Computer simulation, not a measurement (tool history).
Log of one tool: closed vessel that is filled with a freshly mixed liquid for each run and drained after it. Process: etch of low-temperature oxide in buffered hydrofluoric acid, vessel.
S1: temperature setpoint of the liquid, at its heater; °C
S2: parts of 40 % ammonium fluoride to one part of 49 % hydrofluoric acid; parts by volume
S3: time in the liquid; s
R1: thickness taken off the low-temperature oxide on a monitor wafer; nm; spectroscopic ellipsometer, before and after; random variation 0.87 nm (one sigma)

run	hour	S1	S2	S3	R1
1	0.0	22.0	18	105	119.23
2	4.6	19.5	18	105	103.01
3	9.2	21.0	18	105	111.36
4	14.5	22.0	18	105	118.80
5	20.0	20.5	18	105	107.92
6	24.5	23.0	18	105	122.55
7	27.2	23.5	18	105	127.17
8	34.7	24.0	18	105	130.33
9	40.0	24.5	18	105	133.25

Run 10 comes next. What will it give?
10	48.5	25.5	18	105	?

Run 10 gave R1 143.49 nm.
